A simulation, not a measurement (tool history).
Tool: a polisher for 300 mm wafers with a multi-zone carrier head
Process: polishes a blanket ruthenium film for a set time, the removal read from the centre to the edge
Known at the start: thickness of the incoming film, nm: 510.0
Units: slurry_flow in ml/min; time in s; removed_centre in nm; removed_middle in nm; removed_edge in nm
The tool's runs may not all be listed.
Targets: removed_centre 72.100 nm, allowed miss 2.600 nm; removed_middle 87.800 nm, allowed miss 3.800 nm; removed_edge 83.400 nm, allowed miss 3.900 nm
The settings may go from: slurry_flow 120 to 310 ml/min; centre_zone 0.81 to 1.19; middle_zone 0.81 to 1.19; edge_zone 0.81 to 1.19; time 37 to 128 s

run 1 hour=0.0 | slurry_flow=200 centre_zone=1.00 middle_zone=1.00 edge_zone=1.00 time=82 | removed_centre=59.816 removed_middle=63.003 removed_edge=61.355
run 2 hour=2.9 | slurry_flow=200 centre_zone=1.00 middle_zone=1.00 edge_zone=1.07 time=82 | removed_centre=60.568 removed_middle=60.701 removed_edge=62.796
run 3 hour=7.0 | slurry_flow=205 centre_zone=0.98 middle_zone=1.03 edge_zone=1.08 time=87 | removed_centre=63.142 removed_middle=67.894 removed_edge=66.238
run 4 hour=7.9 | slurry_flow=205 centre_zone=0.98 middle_zone=1.03 edge_zone=1.08 time=104 | removed_centre=75.209 removed_middle=80.773 removed_edge=80.566
run 5 hour=11.8 | slurry_flow=205 centre_zone=0.98 middle_zone=1.03 edge_zone=1.08 time=97 | removed_centre=68.825 removed_middle=75.077 removed_edge=76.350
run 6 hour=18.6 | slurry_flow=205 centre_zone=0.98 middle_zone=1.03 edge_zone=1.13 time=97 | removed_centre=69.874 removed_middle=74.409 removed_edge=76.680
run 7 hour=22.4 | slurry_flow=215 centre_zone=0.97 middle_zone=1.05 edge_zone=1.14 time=98 | removed_centre=70.299 removed_middle=78.865 removed_edge=76.935
run 8 hour=27.1 | slurry_flow=215 centre_zone=0.96 middle_zone=1.05 edge_zone=1.14 time=100 | removed_centre=71.884 removed_middle=79.956 removed_edge=78.664
run 9 hour=35.4 | slurry_flow=210 centre_zone=0.95 middle_zone=1.06 edge_zone=1.14 time=101 | removed_centre=72.786 removed_middle=80.883 removed_edge=79.761
run 10 hour=38.2 | slurry_flow=215 centre_zone=0.92 middle_zone=1.07 edge_zone=1.15 time=102 | removed_centre=70.966 removed_middle=82.169 removed_edge=79.755

Which of these 5 next moves meets every target?
run A hour=41.0 | slurry_flow=195 centre_zone=0.95 middle_zone=0.98 edge_zone=1.19 time=104 | removed_centre=? removed_middle=? removed_edge=?
run B hour=41.0 | slurry_flow=235 centre_zone=1.01 middle_zone=1.17 edge_zone=1.04 time=97 | removed_centre=? removed_middle=? removed_edge=?
run C hour=41.0 | slurry_flow=285 centre_zone=0.92 middle_zone=1.19 edge_zone=1.02 time=105 | removed_centre=? removed_middle=? removed_edge=?
run D hour=41.0 | slurry_flow=220 centre_zone=0.88 middle_zone=1.09 edge_zone=1.13 time=106 | removed_centre=? removed_middle=? removed_edge=?
run E hour=41.0 | slurry_flow=235 centre_zone=0.90 middle_zone=0.90 edge_zone=1.15 time=105 | removed_centre=? removed_middle=? removed_edge=?

move=A removed_centre=72.397 removed_middle=75.402 removed_edge=84.548
move=B removed_centre=73.030 removed_middle=84.074 removed_edge=75.957
move=C removed_centre=75.561 removed_middle=94.523 removed_edge=82.997
move=D removed_centre=71.188 removed_middle=85.705 removed_edge=85.354
move=E removed_centre=72.328 removed_middle=72.889 removed_edge=85.965
A: further off than the last run
B: brings the result that was furthest off to its target, and leaves another outside
C: takes the result that was furthest off past its target
D: meets every target
E: further off than the last run
Move D is the one to make.

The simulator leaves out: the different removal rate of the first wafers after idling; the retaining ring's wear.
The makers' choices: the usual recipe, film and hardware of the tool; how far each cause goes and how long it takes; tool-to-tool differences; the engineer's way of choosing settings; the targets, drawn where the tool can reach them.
